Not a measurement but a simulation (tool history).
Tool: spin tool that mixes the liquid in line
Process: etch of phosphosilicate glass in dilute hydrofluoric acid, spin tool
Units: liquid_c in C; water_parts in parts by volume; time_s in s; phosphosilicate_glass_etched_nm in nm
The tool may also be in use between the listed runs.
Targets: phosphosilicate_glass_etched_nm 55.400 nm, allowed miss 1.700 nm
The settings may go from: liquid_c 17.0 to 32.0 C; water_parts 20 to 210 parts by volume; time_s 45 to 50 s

run,hour,liquid_c,water_parts,time_s,phosphosilicate_glass_etched_nm
1,0.0,24.0,115,45,41.205
2,5.2,26.0,115,45,43.217
3,11.6,26.0,115,50,49.079
4,17.7,27.0,115,50,50.728
5,23.9,27.0,115,50,50.336
6,29.9,27.0,115,50,50.618
7,36.9,28.0,115,50,52.818
8,41.0,28.5,115,50,52.937

5 next moves are on the table. One of them brings every result within its allowed miss. Which?
A,45.1,31.0,110,45,?
B,45.1,27.5,110,45,?
C,45.1,27.5,120,50,?
D,45.1,27.0,110,45,?
E,45.1,25.0,110,50,?

move,phosphosilicate_glass_etched_nm
A,55.032
B,48.274
C,48.531
D,47.362
E,48.714
A: meets every target
B: further off than the last run
C: further off than the last run
D: further off than the last run
E: further off than the last run
Answer: A
